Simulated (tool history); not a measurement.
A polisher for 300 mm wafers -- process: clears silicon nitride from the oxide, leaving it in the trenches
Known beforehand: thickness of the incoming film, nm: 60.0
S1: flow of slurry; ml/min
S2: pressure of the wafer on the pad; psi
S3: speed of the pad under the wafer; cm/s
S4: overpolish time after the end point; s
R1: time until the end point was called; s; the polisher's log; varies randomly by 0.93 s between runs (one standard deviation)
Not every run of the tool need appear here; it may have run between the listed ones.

run 1 hour=0.0 | S1=245 S2=2.0 S3=120 S4=30 | R1=83.403
run 2 hour=4.4 | S1=245 S2=2.0 S3=110 S4=30 | R1=86.217
run 3 hour=13.3 | S1=245 S2=1.9 S3=110 S4=30 | R1=90.860
run 4 hour=15.0 | S1=245 S2=1.9 S3=82 S4=30 | R1=108.100
run 5 hour=20.3 | S1=245 S2=1.9 S3=58 S4=30 | R1=127.530
run 6 hour=21.5 | S1=245 S2=1.9 S3=54 S4=30 | R1=133.400
run 7 hour=30.1 | S1=245 S2=2.1 S3=54 S4=30 | R1=120.100

Estimate the outcome of run 8 from the log above:
run 8 hour=32.8 | S1=245 S2=2.2 S3=54 S4=30 | R1=?

Logged for run 8: R1 114.210 s.
